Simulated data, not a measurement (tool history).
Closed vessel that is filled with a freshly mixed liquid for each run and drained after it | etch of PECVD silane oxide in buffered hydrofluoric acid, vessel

run	hour	temperature setpoint of the liquid (K)	parts of 40 % ammonium fluoride to one part of 49 % hydrofluoric acid (parts by volume)	time in the liquid (s)	thickness taken off the PECVD silane oxide on a monitor wafer (angstrom)
1	0.0	297.15	12.5	95	1741.1
2	1.1	295.65	13.0	95	1535.4
3	8.3	295.65	10.5	95	1884.4
4	16.0	295.65	10.5	100	1965.4
5	22.7	295.65	14.0	100	1506.5
6	23.9	294.65	14.5	100	1365.5
7	28.4	293.65	14.5	100	1315.7
8	36.4	293.15	15.0	100	1231.2

Forecast run 9:
9	42.4	292.65	15.5	100	?

{"run 9": {"thickness taken off the PECVD silane oxide on a monitor wafer (angstrom)": 1154.2}}

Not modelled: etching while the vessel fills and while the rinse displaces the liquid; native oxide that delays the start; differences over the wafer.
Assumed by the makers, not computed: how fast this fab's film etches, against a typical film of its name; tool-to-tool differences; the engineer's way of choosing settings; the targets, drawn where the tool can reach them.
